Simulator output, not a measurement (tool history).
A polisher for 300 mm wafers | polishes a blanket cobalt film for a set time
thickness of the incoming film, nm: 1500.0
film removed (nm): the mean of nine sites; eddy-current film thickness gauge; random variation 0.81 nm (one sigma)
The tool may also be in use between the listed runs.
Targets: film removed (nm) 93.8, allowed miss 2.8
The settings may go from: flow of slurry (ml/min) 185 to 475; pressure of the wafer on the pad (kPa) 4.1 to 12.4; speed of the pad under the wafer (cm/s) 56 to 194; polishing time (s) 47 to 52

run,hour,flow of slurry (ml/min),pressure of the wafer on the pad (kPa),speed of the pad under the wafer (cm/s),polishing time (s),film removed (nm)
1,0,305,8.3,124,52,178.15
2,6.5,305,8.3,104,52,151.32
3,9.3,305,7.6,104,52,137.13
4,10.4,305,6.2,104,52,116.01
5,14.2,305,5.5,104,52,104.55
6,22.4,305,5.5,120,52,119.26
7,27.8,305,4.8,116,52,101.63
8,33.9,305,4.8,116,52,98.785
9,39.3,305,4.8,116,50,97.598

5 next moves are on the table. One of them brings every result within its allowed miss. Which?
A,44.7,355,5.5,100,51,?
B,44.7,305,4.8,120,47,?
C,44.7,290,4.8,124,49,?
D,44.7,375,5.5,110,47,?
E,44.7,410,4.1,124,47,?

move,film removed (nm)
A,98.942
B,94.603
C,101.37
D,100.36
E,86.3
A: further off than the last run
B: meets every target
C: further off than the last run
D: further off than the last run
E: takes the result that was furthest off past its target
Answer: B
